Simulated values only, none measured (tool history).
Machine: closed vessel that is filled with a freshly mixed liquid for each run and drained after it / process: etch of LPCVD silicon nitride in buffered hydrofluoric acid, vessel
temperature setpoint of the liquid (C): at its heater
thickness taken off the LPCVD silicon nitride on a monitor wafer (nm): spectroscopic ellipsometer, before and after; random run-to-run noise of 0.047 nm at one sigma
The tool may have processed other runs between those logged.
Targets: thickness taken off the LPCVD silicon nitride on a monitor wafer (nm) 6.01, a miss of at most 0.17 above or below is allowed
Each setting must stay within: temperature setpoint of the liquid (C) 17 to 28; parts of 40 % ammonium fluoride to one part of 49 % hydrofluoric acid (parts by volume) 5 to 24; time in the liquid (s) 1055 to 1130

run,hour,temperature setpoint of the liquid (C),parts of 40 % ammonium fluoride to one part of 49 % hydrofluoric acid (parts by volume),time in the liquid (s),thickness taken off the LPCVD silicon nitride on a monitor wafer (nm)
1,0,20,14.5,1055,8.4663
2,5.1,19.5,15,1055,8.0993
3,6.7,19.5,12,1055,9.9134
4,11.2,21,12,1055,10.915
5,16.6,23.5,12,1055,12.443
6,23.6,26.5,12,1055,14.779
7,27.2,24.5,13,1055,12.113
8,32.5,23,14,1055,10.42
9,34.2,19,18,1055,6.6414
10,39.1,19,18,1055,6.51
11,39.8,18.5,18,1055,6.2407
# hour 47.4: hydrofluoric acid flow meter replaced
12,47.4,18,18,1055,6.5213

Below are 5 possible settings for the next run. Only one of them brings all results inside the allowed miss of their targets. Which is it?
A,55,19,18.5,1110,?
B,55,17,16.5,1055,?
C,55,19.5,20,1055,?
D,55,17,20,1130,?
E,55,18.5,17.5,1090,?

move,thickness taken off the LPCVD silicon nitride on a monitor wafer (nm)
A,7.1081
B,6.7507
C,6.4339
D,5.9789
E,7.1681
A: the biggest miss grows against the last run
B: the biggest miss grows against the last run
C: gains on the last run, yet a result remains outside its allowed miss
D: all results land within tolerance of their targets
E: the biggest miss grows against the last run
D is the move that brings every result within its allowed miss.
